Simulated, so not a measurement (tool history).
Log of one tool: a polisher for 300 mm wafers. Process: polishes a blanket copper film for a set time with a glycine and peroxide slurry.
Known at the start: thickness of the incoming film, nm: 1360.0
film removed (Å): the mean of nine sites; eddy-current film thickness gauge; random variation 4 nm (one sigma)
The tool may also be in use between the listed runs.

run	day	flow of slurry (ml/min)	pressure of the wafer on the pad (kPa)	speed of the pad under the wafer (cm/s)	polishing time (s)	film removed (Å)
1	0	245	20.7	102	116	6729.4
2	0.217	205	20.7	102	116	6567.9
3	0.567	205	20	102	116	6394.8
4	0.792	175	20	102	116	6176
5	1.012	175	22.8	102	116	7002.4
6	1.092	150	22.8	102	116	6939.3
7	1.421	150	22.8	102	116	6936.8
8	1.588	150	21.4	102	116	6550.6
9	1.929	150	21.4	102	116	6485.3
10	2.254	150	20.7	102	116	6427.3
11	2.375	150	20	102	116	6213.9

The next listed run, before its measurement:
12	2.625	150	19.3	102	116	?

Run 12 measured film removed (Å) 6091.5.

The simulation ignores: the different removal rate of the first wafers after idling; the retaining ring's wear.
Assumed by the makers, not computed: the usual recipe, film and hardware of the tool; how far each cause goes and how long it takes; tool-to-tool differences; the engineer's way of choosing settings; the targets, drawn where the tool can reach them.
